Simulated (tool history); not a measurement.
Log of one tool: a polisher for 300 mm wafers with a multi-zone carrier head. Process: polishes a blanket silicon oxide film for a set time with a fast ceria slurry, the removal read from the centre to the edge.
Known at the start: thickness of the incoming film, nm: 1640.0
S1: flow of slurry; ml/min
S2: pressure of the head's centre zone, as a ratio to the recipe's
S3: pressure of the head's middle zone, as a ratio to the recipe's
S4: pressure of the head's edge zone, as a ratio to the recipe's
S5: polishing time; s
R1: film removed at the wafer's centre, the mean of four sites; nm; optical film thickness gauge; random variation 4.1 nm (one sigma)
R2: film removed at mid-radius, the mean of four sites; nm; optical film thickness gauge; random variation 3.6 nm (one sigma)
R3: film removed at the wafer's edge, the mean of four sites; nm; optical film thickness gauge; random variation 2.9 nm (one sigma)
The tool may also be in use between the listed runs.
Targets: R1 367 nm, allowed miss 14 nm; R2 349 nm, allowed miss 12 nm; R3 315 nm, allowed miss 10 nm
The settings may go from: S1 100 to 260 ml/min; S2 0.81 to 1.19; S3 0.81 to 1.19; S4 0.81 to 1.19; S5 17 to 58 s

Run 1, day 0: S1 165 ml/min, S2 1, S3 1, S4 1, S5 37 s. Result: R1 483.3 nm, R2 485.08 nm, R3 467.64 nm.
Run 2, day 0.304: S1 165 ml/min, S2 1, S3 1, S4 0.96, S5 37 s. Result: R1 493.9 nm, R2 479.2 nm, R3 479.75 nm.
Run 3, day 0.571: S1 165 ml/min, S2 1, S3 1, S4 0.96, S5 45 s. Result: R1 594.43 nm, R2 575.83 nm, R3 574.66 nm.
Run 4, day 0.8: S1 165 ml/min, S2 1.02, S3 1.01, S4 0.96, S5 40 s. Result: R1 544.42 nm, R2 524.13 nm, R3 512.56 nm.
Run 5, day 1.046: S1 170 ml/min, S2 1.03, S3 1.02, S4 0.96, S5 36 s. Result: R1 499.74 nm, R2 472.08 nm, R3 460.71 nm.
Run 6, day 1.088: S1 170 ml/min, S2 1.04, S3 1.04, S4 0.96, S5 33 s. Result: R1 451.23 nm, R2 441.33 nm, R3 415.97 nm.
Run 7, day 1.258: S1 165 ml/min, S2 1.05, S3 1.05, S4 0.95, S5 31 s. Result: R1 427.45 nm, R2 407.62 nm, R3 388.44 nm.
Run 8, day 1.567: S1 155 ml/min, S2 1.06, S3 1.07, S4 0.94, S5 30 s. Result: R1 416.98 nm, R2 402.06 nm, R3 376.8 nm.
Run 9, day 1.658: S1 155 ml/min, S2 1.07, S3 1.08, S4 0.93, S5 29 s. Result: R1 406.2 nm, R2 398.33 nm, R3 362.36 nm.
Run 10, day 1.717: S1 150 ml/min, S2 1.08, S3 1.08, S4 0.92, S5 28 s. Result: R1 386.33 nm, R2 378.96 nm, R3 341.91 nm.
Run 11, day 1.808: S1 140 ml/min, S2 1.09, S3 1.07, S4 0.91, S5 28 s. Result: R1 388.39 nm, R2 376.1 nm, R3 333.38 nm.
Run 12, day 2.075: S1 135 ml/min, S2 1.09, S3 1.06, S4 0.91, S5 28 s. Result: R1 388.32 nm, R2 368.1 nm, R3 338.23 nm.
Run 13, day 2.283: S1 130 ml/min, S2 1.09, S3 1.06, S4 0.9, S5 28 s. Result: R1 382.22 nm, R2 364.76 nm, R3 334.88 nm.

Which of these 5 next moves meets every target?
Run A, day 2.492: S1 105 ml/min, S2 1.18, S3 1.13, S4 0.95, S5 27 s. Result: R1 ?, R2 ?, R3 ?.
Run B, day 2.492: S1 125 ml/min, S2 1.08, S3 0.92, S4 0.86, S5 30 s. Result: R1 ?, R2 ?, R3 ?.
Run C, day 2.492: S1 115 ml/min, S2 1.08, S3 1.18, S4 0.81, S5 29 s. Result: R1 ?, R2 ?, R3 ?.
Run D, day 2.492: S1 190 ml/min, S2 1.19, S3 0.95, S4 0.93, S5 25 s. Result: R1 ?, R2 ?, R3 ?.
Run E, day 2.492: S1 135 ml/min, S2 1.19, S3 1.06, S4 0.88, S5 27 s. Result: R1 ?, R2 ?, R3 ?.

move      R1      R2      R3
   A   366.6  346.72  318.98
   B  397.05  340.14  351.12
   C  374.86  397.32  324.38
   D  397.77  316.66  322.09
   E  399.04  351.24  322.92
A: meets every target
B: further off than the last run
C: brings the result that was furthest off to its target, and leaves another outside
D: brings the result that was furthest off to its target, and leaves another outside
E: brings the result that was furthest off to its target, and leaves another outside
Move A is the one to make.
